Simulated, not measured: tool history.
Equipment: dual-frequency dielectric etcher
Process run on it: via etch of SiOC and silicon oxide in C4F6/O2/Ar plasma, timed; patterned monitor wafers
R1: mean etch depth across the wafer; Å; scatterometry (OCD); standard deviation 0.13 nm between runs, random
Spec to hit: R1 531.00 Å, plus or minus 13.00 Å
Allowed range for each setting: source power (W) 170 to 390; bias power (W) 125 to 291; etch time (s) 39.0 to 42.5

{"run": 1, "hour": 0.0, "source power (W)": 280, "bias power (W)": 208, "etch time (s)": 42.5, "R1": 451.61}
{"run": 2, "hour": 8.4, "source power (W)": 280, "bias power (W)": 208, "etch time (s)": 39.0, "R1": 414.39}
{"run": 3, "hour": 16.5, "source power (W)": 310, "bias power (W)": 227, "etch time (s)": 39.5, "R1": 445.46}
{"run": 4, "hour": 25.3, "source power (W)": 330, "bias power (W)": 227, "etch time (s)": 39.5, "R1": 454.13}
{"run": 5, "hour": 30.0, "source power (W)": 330, "bias power (W)": 249, "etch time (s)": 39.5, "R1": 471.0}
{"run": 6, "hour": 38.9, "source power (W)": 360, "bias power (W)": 249, "etch time (s)": 39.5, "R1": 483.97}
{"run": 7, "hour": 44.5, "source power (W)": 370, "bias power (W)": 260, "etch time (s)": 40.0, "R1": 501.47}
{"run": 8, "hour": 48.1, "source power (W)": 370, "bias power (W)": 267, "etch time (s)": 40.5, "R1": 513.56}
{"run": 9, "hour": 55.1, "source power (W)": 370, "bias power (W)": 270, "etch time (s)": 40.5, "R1": 514.98}
{"run": 10, "hour": 60.7, "source power (W)": 370, "bias power (W)": 273, "etch time (s)": 40.5, "R1": 517.43}
{"run": 11, "hour": 65.0, "source power (W)": 370, "bias power (W)": 273, "etch time (s)": 40.5, "R1": 516.15}

Next run, 5 choices. One meets every target within its allowed miss, the rest don't. Which?
{"run": "A", "hour": 69.3, "source power (W)": 390, "bias power (W)": 251, "etch time (s)": 42.5, "R1": "?"}
{"run": "B", "hour": 69.3, "source power (W)": 330, "bias power (W)": 270, "etch time (s)": 41.0, "R1": "?"}
{"run": "C", "hour": 69.3, "source power (W)": 350, "bias power (W)": 271, "etch time (s)": 40.0, "R1": "?"}
{"run": "D", "hour": 69.3, "source power (W)": 340, "bias power (W)": 276, "etch time (s)": 40.0, "R1": "?"}
{"run": "E", "hour": 69.3, "source power (W)": 360, "bias power (W)": 259, "etch time (s)": 40.0, "R1": "?"}

move=A R1=535.08
move=B R1=500.05
move=C R1=498.20
move=D R1=496.48
move=E R1=495.27
A: each result inside its tolerance
B: further off than the last run
C: further off than the last run
D: further off than the last run
E: further off than the last run
Correct choice: A, which meets every target
